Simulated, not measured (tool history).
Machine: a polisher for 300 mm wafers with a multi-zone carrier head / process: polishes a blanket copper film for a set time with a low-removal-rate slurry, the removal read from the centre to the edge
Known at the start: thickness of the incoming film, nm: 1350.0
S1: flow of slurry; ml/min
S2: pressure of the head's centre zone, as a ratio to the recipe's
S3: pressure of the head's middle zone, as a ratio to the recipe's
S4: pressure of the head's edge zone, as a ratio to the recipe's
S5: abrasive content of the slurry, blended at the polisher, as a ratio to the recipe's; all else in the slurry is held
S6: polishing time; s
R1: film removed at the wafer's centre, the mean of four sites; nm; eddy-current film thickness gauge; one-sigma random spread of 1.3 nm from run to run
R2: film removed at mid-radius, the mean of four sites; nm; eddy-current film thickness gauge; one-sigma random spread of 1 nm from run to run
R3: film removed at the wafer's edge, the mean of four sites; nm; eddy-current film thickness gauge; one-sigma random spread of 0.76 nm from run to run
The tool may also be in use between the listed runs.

run  hour   S1    S2    S3    S4   S5  S6      R1      R2      R3
  1     0  225     1     1     1    1  74  120.57  118.38  121.29
  2     6  225     1     1     1  1.1  74  125.21  120.13  121.43
  3   8.4  225     1     1  0.93  1.1  74  122.79  121.93  118.16
  4  16.9  230  1.03  1.03   0.9    1  68  113.01  112.61  103.65
  5  25.2  230  1.03  1.03   0.9  0.8  68  110.79  106.34  98.795
  6  26.2  230  1.03  1.08   0.9  0.8  68  111.47  111.28  100.88

Run 7 has not been measured yet. What should we expect?
  7  31.6  230  1.02  1.09  0.87  0.7  67   ?   ?   ?

Run 7 yielded R1 103.9 nm, R2 109.41 nm, R3 95.16 nm.

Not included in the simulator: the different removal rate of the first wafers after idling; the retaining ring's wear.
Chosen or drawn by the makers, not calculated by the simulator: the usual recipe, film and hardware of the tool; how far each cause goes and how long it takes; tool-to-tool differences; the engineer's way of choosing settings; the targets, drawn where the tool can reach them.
